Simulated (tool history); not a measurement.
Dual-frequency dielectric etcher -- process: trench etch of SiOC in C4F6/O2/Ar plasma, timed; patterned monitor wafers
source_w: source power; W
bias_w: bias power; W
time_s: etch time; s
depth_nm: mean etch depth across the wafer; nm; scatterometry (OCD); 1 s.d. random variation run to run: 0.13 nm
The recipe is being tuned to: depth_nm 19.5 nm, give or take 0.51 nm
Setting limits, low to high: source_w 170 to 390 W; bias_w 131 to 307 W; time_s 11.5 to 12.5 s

run	hour	source_w	bias_w	time_s	depth_nm
1	0	280	219	12.5	26.244
2	3.6	320	219	12.5	27.583
3	8.6	300	203	12.5	26.546
4	17.5	300	168	12.5	25.228
# hour 18.5: wet clean of the chamber
5	18.5	300	182	12.5	24.73
6	20.5	280	173	12.5	23.826
7	23	260	170	12.5	23.189
8	27.1	250	165	12.5	22.4

5 next moves are on the table. One of them brings every result within its allowed miss. Which?
A	31.2	250	160	11.5	?
B	31.2	200	202	12	?
C	31.2	270	138	11.5	?
D	31.2	310	179	12	?
E	31.2	210	148	12	?

move	depth_nm
A	20.456
B	20.794
C	20.342
D	23.917
E	19.531
A: closer than the last run, but not yet in spec
B: closer than the last run, but not yet in spec
C: closer than the last run, but not yet in spec
D: its largest miss is bigger than the last run's
E: every result lands within tolerance
The move that meets every target is E.
